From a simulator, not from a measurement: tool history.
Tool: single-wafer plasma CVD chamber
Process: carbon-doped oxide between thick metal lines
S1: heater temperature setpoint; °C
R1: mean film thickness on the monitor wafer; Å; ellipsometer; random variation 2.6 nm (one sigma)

run 1 hour=0 | S1=335 chamber_pressure_(mTorr)=3680 RF_power_(W)=510 deposition_time_(s)=146 | R1=7638.4
run 2 hour=0.7 | S1=337 chamber_pressure_(mTorr)=3520 RF_power_(W)=475 deposition_time_(s)=145 | R1=7028.2
run 3 hour=2.1 | S1=340 chamber_pressure_(mTorr)=3320 RF_power_(W)=470 deposition_time_(s)=145 | R1=6888.3
run 4 hour=9.6 | S1=340 chamber_pressure_(mTorr)=3980 RF_power_(W)=470 deposition_time_(s)=145 | R1=7031.5
run 5 hour=10.2 | S1=343 chamber_pressure_(mTorr)=3860 RF_power_(W)=455 deposition_time_(s)=145 | R1=6748.3
run 6 hour=11.8 | S1=345 chamber_pressure_(mTorr)=3780 RF_power_(W)=450 deposition_time_(s)=145 | R1=6560.8
run 7 hour=20.6 | S1=347 chamber_pressure_(mTorr)=3740 RF_power_(W)=450 deposition_time_(s)=145 | R1=6554.2

Run 8 comes next. What will it give?
run 8 hour=29.6 | S1=349 chamber_pressure_(mTorr)=3680 RF_power_(W)=445 deposition_time_(s)=145 | R1=?

Run 8 gave R1 6487.8 Å.
